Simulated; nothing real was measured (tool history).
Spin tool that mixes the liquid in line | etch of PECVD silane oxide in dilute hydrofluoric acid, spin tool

run	hour	temperature setpoint of the liquid (K)	parts of water to one part of 49 % hydrofluoric acid (parts by volume)	time under the liquid (s)	thickness taken off the PECVD silane oxide on a monitor wafer (angstrom)
1	0.0	296.15	115	190	252.82
2	3.7	296.15	130	190	227.30
3	10.8	296.15	130	190	225.27
4	18.7	299.15	130	190	250.85
5	25.5	300.65	110	190	319.54
6	27.5	300.65	110	205	357.20
7	30.7	304.15	75	205	612.87

The next listed run, before its measurement:
8	36.3	303.15	75	205	?

{"run 8": {"thickness taken off the PECVD silane oxide on a monitor wafer (angstrom)": 582.9}}
